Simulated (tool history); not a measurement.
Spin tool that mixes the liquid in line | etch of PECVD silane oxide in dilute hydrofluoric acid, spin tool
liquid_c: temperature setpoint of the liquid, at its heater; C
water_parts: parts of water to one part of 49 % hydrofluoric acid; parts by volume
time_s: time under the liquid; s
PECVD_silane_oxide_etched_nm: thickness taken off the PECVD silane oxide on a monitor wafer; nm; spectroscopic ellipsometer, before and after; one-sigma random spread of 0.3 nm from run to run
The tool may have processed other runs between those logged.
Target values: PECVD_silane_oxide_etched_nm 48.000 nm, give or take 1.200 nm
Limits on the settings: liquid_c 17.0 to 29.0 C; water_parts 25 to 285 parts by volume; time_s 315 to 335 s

run 1 day=0.000 | liquid_c=21.0 water_parts=155 time_s=315 | PECVD_silane_oxide_etched_nm=64.062
run 2 day=0.167 | liquid_c=21.0 water_parts=155 time_s=335 | PECVD_silane_oxide_etched_nm=68.202
run 3 day=0.533 | liquid_c=21.0 water_parts=155 time_s=315 | PECVD_silane_oxide_etched_nm=63.637
run 4 day=0.633 | liquid_c=20.0 water_parts=160 time_s=315 | PECVD_silane_oxide_etched_nm=59.558
run 5 day=0.996 | liquid_c=20.0 water_parts=210 time_s=315 | PECVD_silane_oxide_etched_nm=42.955
run 6 day=1.075 | liquid_c=21.0 water_parts=210 time_s=315 | PECVD_silane_oxide_etched_nm=44.917
run 7 day=1.388 | liquid_c=21.5 water_parts=210 time_s=315 | PECVD_silane_oxide_etched_nm=45.694
run 8 day=1.579 | liquid_c=22.0 water_parts=210 time_s=315 | PECVD_silane_oxide_etched_nm=46.446

Pick the move, out of 4, that brings all results within their allowed miss; only one does.
run A day=1.771 | liquid_c=21.0 water_parts=210 time_s=320 | PECVD_silane_oxide_etched_nm=?
run B day=1.771 | liquid_c=20.5 water_parts=195 time_s=315 | PECVD_silane_oxide_etched_nm=?
run C day=1.771 | liquid_c=18.5 water_parts=205 time_s=335 | PECVD_silane_oxide_etched_nm=?
run D day=1.771 | liquid_c=21.5 water_parts=215 time_s=330 | PECVD_silane_oxide_etched_nm=?

move=A PECVD_silane_oxide_etched_nm=45.365
move=B PECVD_silane_oxide_etched_nm=47.890
move=C PECVD_silane_oxide_etched_nm=44.394
move=D PECVD_silane_oxide_etched_nm=46.335
A: the biggest miss grows against the last run
B: every result within its allowed miss
C: the biggest miss grows against the last run
D: the biggest miss grows against the last run
B meets every target.

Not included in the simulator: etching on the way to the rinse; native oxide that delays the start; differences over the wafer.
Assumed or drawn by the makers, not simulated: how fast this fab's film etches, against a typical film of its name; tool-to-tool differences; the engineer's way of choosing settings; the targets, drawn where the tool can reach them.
